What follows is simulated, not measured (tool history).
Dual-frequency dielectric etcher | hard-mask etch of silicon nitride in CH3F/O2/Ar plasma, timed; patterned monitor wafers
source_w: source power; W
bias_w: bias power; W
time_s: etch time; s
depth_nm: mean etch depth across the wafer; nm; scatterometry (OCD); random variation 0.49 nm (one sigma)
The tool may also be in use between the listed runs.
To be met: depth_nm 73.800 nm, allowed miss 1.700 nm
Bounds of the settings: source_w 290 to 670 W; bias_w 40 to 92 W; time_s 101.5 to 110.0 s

run  hour  source_w  bias_w  time_s  depth_nm
  1   0.0       480      66   110.0    86.516
  2   6.3       400      66   110.0    80.480
  3  11.6       380      65   110.0    78.973
  4  16.0       370      65   110.0    79.121
  5  17.6       410      65   110.0    81.629
  6  20.2       410      72   110.0    83.856
  7  21.2       390      70   109.5    81.626
  8  30.0       370      69   109.0    80.303
  9  31.1       360      68   108.5    77.540
 10  31.8       350      68   108.5    76.933
 11  34.8       340      68   108.5    76.040
 12  42.8       330      68   108.5    75.852

4 next moves are on the table. One of them brings every result within its allowed miss. Which?
  A  50.8       320      64   105.0         ?
  B  50.8       330      71   104.5         ?
  C  50.8       310      70   101.5         ?
  D  50.8       310      60   106.0         ?

move  depth_nm
   A    71.621
   B    74.781
   C    70.761
   D    69.901
A: takes the result that was furthest off past its target
B: meets every target
C: takes the result that was furthest off past its target
D: takes the result that was furthest off past its target
The right move is B.

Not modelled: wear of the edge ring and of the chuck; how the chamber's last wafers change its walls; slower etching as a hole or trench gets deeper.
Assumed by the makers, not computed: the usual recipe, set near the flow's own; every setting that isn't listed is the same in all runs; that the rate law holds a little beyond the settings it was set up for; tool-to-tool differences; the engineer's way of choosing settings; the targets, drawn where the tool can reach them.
